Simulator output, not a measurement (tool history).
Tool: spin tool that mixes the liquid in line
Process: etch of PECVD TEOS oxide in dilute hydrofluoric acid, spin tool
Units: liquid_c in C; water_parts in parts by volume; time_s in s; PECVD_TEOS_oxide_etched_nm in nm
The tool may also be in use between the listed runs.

run	hour	liquid_c	water_parts	time_s	PECVD_TEOS_oxide_etched_nm
1	0.0	26.0	100	55	19.291
2	7.8	26.0	70	55	28.418
3	15.8	25.0	75	55	25.659
4	19.6	24.5	80	55	23.261
5	25.8	24.5	80	60	25.517
6	28.9	26.5	80	60	27.621
# hour 31.2: hydrofluoric acid flow meter replaced
7	31.2	25.5	85	60	23.106
8	35.8	21.5	85	60	19.735
9	37.1	21.5	85	60	19.648
10	43.7	21.0	85	60	19.433
11	50.8	21.0	85	60	19.225

Run 12 comes next. What will it give?
12	59.0	18.0	105	60	?

PECVD_TEOS_oxide_etched_nm: 13.480 nm
